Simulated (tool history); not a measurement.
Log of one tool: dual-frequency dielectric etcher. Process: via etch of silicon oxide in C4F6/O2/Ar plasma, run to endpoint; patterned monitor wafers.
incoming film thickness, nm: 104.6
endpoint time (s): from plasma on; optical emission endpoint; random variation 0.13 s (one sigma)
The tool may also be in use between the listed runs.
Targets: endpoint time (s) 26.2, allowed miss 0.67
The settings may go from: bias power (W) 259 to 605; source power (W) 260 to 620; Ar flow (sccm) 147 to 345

run	hour	bias power (W)	source power (W)	Ar flow (sccm)	endpoint time (s)
1	0	432	440	246	23.363
2	2.4	432	470	246	22.683
3	5	417	460	247	23.081
4	6.9	404	450	248	23.801
5	12.3	404	400	248	24.653
6	14.2	397	400	248	24.863
7	20.6	344	380	250	26.959
8	24.6	347	380	250	27.04
9	27.1	350	380	250	26.97

5 next moves are on the table. One of them brings every result within its allowed miss. Which?
A	29.6	384	330	311	?
B	29.6	315	350	241	?
C	29.6	317	410	309	?
D	29.6	348	340	260	?
E	29.6	354	450	313	?

move	endpoint time (s)
A	27.928
B	28.922
C	28.205
D	28.218
E	26.029
A: further off than the last run
B: further off than the last run
C: further off than the last run
D: further off than the last run
E: meets every target
Answer: E
